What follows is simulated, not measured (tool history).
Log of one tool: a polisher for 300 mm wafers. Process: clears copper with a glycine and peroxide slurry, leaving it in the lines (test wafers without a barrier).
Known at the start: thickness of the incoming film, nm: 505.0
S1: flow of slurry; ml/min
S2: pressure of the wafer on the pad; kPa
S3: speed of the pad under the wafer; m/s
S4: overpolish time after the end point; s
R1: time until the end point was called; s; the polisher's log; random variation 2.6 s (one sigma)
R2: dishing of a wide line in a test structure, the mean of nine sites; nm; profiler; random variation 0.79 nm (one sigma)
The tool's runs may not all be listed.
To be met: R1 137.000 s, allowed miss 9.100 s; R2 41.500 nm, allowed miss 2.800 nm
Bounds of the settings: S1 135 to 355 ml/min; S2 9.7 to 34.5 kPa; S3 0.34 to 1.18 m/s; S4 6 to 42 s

Run 1, hour 0.0: S1 225 ml/min, S2 22.1 kPa, S3 0.76 m/s, S4 21 s. Result: R1 108.340 s, R2 73.259 nm.
Run 2, hour 2.6: S1 250 ml/min, S2 22.1 kPa, S3 0.76 m/s, S4 21 s. Result: R1 106.950 s, R2 74.923 nm.
Run 3, hour 5.4: S1 250 ml/min, S2 22.1 kPa, S3 0.84 m/s, S4 21 s. Result: R1 103.260 s, R2 76.073 nm.
Run 4, hour 11.9: S1 250 ml/min, S2 22.1 kPa, S3 0.92 m/s, S4 21 s. Result: R1 93.493 s, R2 79.162 nm.
Run 5, hour 20.2: S1 250 ml/min, S2 27.6 kPa, S3 0.92 m/s, S4 21 s. Result: R1 78.881 s, R2 96.044 nm.
Run 6, hour 25.4: S1 250 ml/min, S2 24.8 kPa, S3 0.92 m/s, S4 21 s. Result: R1 86.134 s, R2 87.425 nm.
Run 7, hour 31.0: S1 250 ml/min, S2 22.1 kPa, S3 0.90 m/s, S4 19 s. Result: R1 99.236 s, R2 74.191 nm.
Run 8, hour 34.3: S1 250 ml/min, S2 20.7 kPa, S3 0.90 m/s, S4 16 s. Result: R1 104.020 s, R2 60.673 nm.
Run 9, hour 39.5: S1 250 ml/min, S2 19.3 kPa, S3 0.90 m/s, S4 15 s. Result: R1 107.530 s, R2 55.969 nm.
Run 10, hour 45.4: S1 250 ml/min, S2 13.1 kPa, S3 0.86 m/s, S4 13 s. Result: R1 152.810 s, R2 35.674 nm.
Run 11, hour 53.9: S1 250 ml/min, S2 13.8 kPa, S3 0.86 m/s, S4 13 s. Result: R1 150.000 s, R2 36.077 nm.
Run 12, hour 62.6: S1 250 ml/min, S2 16.5 kPa, S3 0.88 m/s, S4 15 s. Result: R1 123.860 s, R2 47.130 nm.
Run 13, hour 64.4: S1 250 ml/min, S2 15.9 kPa, S3 0.88 m/s, S4 15 s. Result: R1 125.120 s, R2 46.629 nm.
Run 14, hour 71.4: S1 250 ml/min, S2 15.2 kPa, S3 0.88 m/s, S4 15 s. Result: R1 133.600 s, R2 45.849 nm.

Which of these 5 next moves meets every target?
Run A, hour 78.4: S1 195 ml/min, S2 13.8 kPa, S3 1.06 m/s, S4 17 s. Result: R1 ?, R2 ?.
Run B, hour 78.4: S1 280 ml/min, S2 11.0 kPa, S3 1.12 m/s, S4 18 s. Result: R1 ?, R2 ?.
Run C, hour 78.4: S1 255 ml/min, S2 19.3 kPa, S3 0.60 m/s, S4 14 s. Result: R1 ?, R2 ?.
Run D, hour 78.4: S1 270 ml/min, S2 16.5 kPa, S3 0.88 m/s, S4 16 s. Result: R1 ?, R2 ?.
Run E, hour 78.4: S1 240 ml/min, S2 14.5 kPa, S3 0.90 m/s, S4 17 s. Result: R1 ?, R2 ?.

move       R1      R2
   A  128.250  50.493
   B  139.990  48.717
   C  135.580  41.351
   D  120.400  51.146
   E  133.270  49.132
A: further off than the last run
B: further off than the last run
C: meets every target
D: further off than the last run
E: further off than the last run
Answer: C
